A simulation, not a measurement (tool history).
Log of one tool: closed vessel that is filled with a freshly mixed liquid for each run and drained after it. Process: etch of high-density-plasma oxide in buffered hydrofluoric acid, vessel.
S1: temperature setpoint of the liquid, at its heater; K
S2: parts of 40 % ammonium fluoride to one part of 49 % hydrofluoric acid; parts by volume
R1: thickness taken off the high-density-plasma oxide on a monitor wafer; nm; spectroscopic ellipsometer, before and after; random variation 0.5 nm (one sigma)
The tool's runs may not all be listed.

run 1 hour=0 | S1=296.15 S2=20.5 time_in_the_liquid_(s)=85 | R1=51.912
run 2 hour=7.4 | S1=296.15 S2=24.5 time_in_the_liquid_(s)=85 | R1=46.246
run 3 hour=9.9 | S1=296.15 S2=24.5 time_in_the_liquid_(s)=85 | R1=45.63
run 4 hour=14.4 | S1=297.65 S2=24.5 time_in_the_liquid_(s)=85 | R1=50.341
run 5 hour=18.1 | S1=297.65 S2=24.5 time_in_the_liquid_(s)=90 | R1=52.901
run 6 hour=21.4 | S1=298.65 S2=24.5 time_in_the_liquid_(s)=90 | R1=55.828
run 7 hour=27.7 | S1=299.15 S2=24.5 time_in_the_liquid_(s)=90 | R1=57.823

Forecast run 8:
run 8 hour=30.7 | S1=299.65 S2=24.5 time_in_the_liquid_(s)=90 | R1=?

{"run 8": {"R1": 59.225}}

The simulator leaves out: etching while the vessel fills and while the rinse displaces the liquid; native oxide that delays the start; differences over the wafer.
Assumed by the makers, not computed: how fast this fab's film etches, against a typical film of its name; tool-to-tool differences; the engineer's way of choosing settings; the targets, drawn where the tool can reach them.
